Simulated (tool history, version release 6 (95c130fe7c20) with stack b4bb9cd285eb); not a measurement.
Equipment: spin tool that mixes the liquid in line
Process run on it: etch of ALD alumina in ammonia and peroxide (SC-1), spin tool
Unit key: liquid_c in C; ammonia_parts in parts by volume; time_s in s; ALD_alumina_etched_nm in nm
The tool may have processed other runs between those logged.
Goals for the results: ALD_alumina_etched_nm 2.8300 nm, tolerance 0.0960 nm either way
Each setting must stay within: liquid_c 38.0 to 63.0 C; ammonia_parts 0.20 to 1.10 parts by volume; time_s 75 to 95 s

| run | hour | liquid_c | ammonia_parts | time_s | ALD_alumina_etched_nm |
|---|---|---|---|---|---|
| 1 | 0.0 | 47.0 | 0.60 | 95 | 4.6257 |
| 2 | 2.6 | 46.0 | 0.60 | 95 | 4.3515 |
| 3 | 3.9 | 46.0 | 0.50 | 95 | 4.3410 |
| 4 | 4.5 | 52.5 | 0.50 | 95 | 6.1888 |
| 5 | 12.0 | 52.5 | 0.50 | 75 | 4.8535 |
| 6 | 19.3 | 56.0 | 0.50 | 75 | 5.8384 |
| 7 | 22.7 | 54.0 | 0.50 | 75 | 5.3292 |
| 8 | 30.3 | 52.5 | 0.50 | 75 | 4.8003 |
| 9 | 33.1 | 51.0 | 0.50 | 75 | 4.4528 |

Next run, 4 choices. One meets every target within its allowed miss, the rest don't. Which?
| A | 35.9 | 54.5 | 0.50 | 80 | ? |
| B | 35.9 | 52.0 | 0.50 | 90 | ? |
| C | 35.9 | 43.0 | 0.45 | 75 | ? |
| D | 35.9 | 58.0 | 0.35 | 85 | ? |

| move | ALD_alumina_etched_nm |
|---|---|
| A | 5.6875 |
| B | 5.5937 |
| C | 2.7887 |
| D | 7.0250 |
A: its largest miss is bigger than the last run's
B: its largest miss is bigger than the last run's
C: every result lands within tolerance
D: its largest miss is bigger than the last run's
C is the move that brings every result within its allowed miss.
